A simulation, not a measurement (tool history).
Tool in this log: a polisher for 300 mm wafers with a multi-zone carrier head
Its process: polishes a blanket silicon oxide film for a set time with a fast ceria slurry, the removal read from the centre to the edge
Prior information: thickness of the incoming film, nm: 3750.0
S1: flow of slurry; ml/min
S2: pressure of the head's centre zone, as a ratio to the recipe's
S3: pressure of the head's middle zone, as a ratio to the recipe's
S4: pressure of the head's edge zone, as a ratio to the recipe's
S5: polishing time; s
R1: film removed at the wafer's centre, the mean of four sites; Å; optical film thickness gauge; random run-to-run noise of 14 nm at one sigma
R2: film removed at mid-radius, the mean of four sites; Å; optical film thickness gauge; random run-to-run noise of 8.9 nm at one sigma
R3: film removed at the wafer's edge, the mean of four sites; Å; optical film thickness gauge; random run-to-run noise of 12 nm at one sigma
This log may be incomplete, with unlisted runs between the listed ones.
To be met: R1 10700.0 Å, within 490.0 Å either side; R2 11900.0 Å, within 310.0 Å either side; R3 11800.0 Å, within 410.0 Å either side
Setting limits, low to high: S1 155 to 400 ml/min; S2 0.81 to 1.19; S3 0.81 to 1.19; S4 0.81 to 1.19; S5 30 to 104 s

run	hour	S1	S2	S3	S4	S5	R1	R2	R3
1	0.0	255	1.00	1.00	1.00	67	8112.9	7940.6	7812.5
2	5.9	255	1.00	1.00	1.00	74	8923.8	8759.5	8592.1
3	10.2	255	1.00	1.00	1.00	65	7701.3	7738.9	7669.8
4	16.1	265	0.97	1.02	1.06	73	8663.4	8854.8	8807.5
5	25.0	270	0.95	1.04	1.10	78	8854.3	9691.7	9666.9
6	33.7	280	0.96	1.06	1.13	82	9511.3	10241.0	10391.0
7	37.8	285	0.97	1.09	1.14	84	9895.6	10933.0	10548.0
# hour 44.9: worn pad replaced by a new one
8	44.9	310	0.95	1.08	1.19	91	11986.0	13148.0	13149.0
9	45.5	290	0.96	1.08	1.18	91	11848.0	12966.0	13054.0
10	50.8	270	0.96	1.08	1.16	90	11734.0	12872.0	12623.0
11	57.7	270	0.96	1.08	1.16	90	11594.0	12626.0	12825.0
12	65.3	275	0.95	1.07	1.14	89	11608.0	12518.0	12592.0
13	73.0	275	0.95	1.08	1.15	88	11168.0	12616.0	12374.0

Of the 4 settings listed for the next run, only one would bring every result within its allowed miss of target. Which one?
A	80.7	240	0.89	0.90	1.19	90	?	?	?
B	80.7	285	0.87	0.97	1.17	91	?	?	?
C	80.7	270	1.04	1.02	1.14	85	?	?	?
D	80.7	215	0.93	1.05	1.10	87	?	?	?

move	R1	R2	R3
A	10374.0	10850.0	12790.0
B	10469.0	11899.0	12986.0
C	11639.0	11522.0	11910.0
D	10339.0	11779.0	11730.0
A: moves the result that the last run missed by most past its target, out the other side
B: gets the furthest-off result to its target, but another result is out of tolerance
C: moves the result that the last run missed by most past its target, out the other side
D: all results land within tolerance of their targets
D is the move that brings every result within its allowed miss.

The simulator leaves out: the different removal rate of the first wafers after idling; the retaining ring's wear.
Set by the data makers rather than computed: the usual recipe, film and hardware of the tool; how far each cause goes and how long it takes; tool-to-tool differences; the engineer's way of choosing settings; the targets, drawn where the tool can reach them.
